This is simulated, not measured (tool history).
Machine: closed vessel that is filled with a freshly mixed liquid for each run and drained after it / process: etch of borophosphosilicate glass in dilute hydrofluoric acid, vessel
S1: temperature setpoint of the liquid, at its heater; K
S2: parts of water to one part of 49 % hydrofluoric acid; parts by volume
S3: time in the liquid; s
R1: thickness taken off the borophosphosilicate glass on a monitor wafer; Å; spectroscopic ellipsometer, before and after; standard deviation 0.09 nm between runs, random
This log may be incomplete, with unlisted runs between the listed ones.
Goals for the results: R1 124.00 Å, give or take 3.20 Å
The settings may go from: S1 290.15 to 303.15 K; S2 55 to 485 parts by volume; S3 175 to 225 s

run	hour	S1	S2	S3	R1
1	0.0	295.15	270	225	219.17
2	1.3	295.15	210	225	301.14
3	4.3	295.15	290	225	202.46
4	9.7	294.15	305	225	180.82
5	11.8	293.15	320	225	165.03
6	17.8	293.15	250	225	222.84
7	24.4	293.15	250	225	224.87
8	30.6	292.65	275	225	199.45
9	39.1	292.15	295	225	178.09
10	47.5	291.65	310	225	164.01
11	52.4	291.15	325	225	152.03
12	58.4	291.15	335	225	145.93
13	66.4	291.15	345	225	140.90
14	67.7	291.15	345	225	140.38

Which of these 5 next moves meets every target?
A	69.0	293.65	335	215	?
B	69.0	290.15	355	200	?
C	69.0	291.15	390	215	?
D	69.0	290.65	315	225	?
E	69.0	291.15	320	180	?

move	R1
A	152.25
B	115.77
C	114.24
D	154.50
E	123.44
A: lands further from the targets than the last run did
B: carries the result that was furthest off beyond its target, to the other side
C: carries the result that was furthest off beyond its target, to the other side
D: lands further from the targets than the last run did
E: every result within its allowed miss
Go with E: it meets all targets.
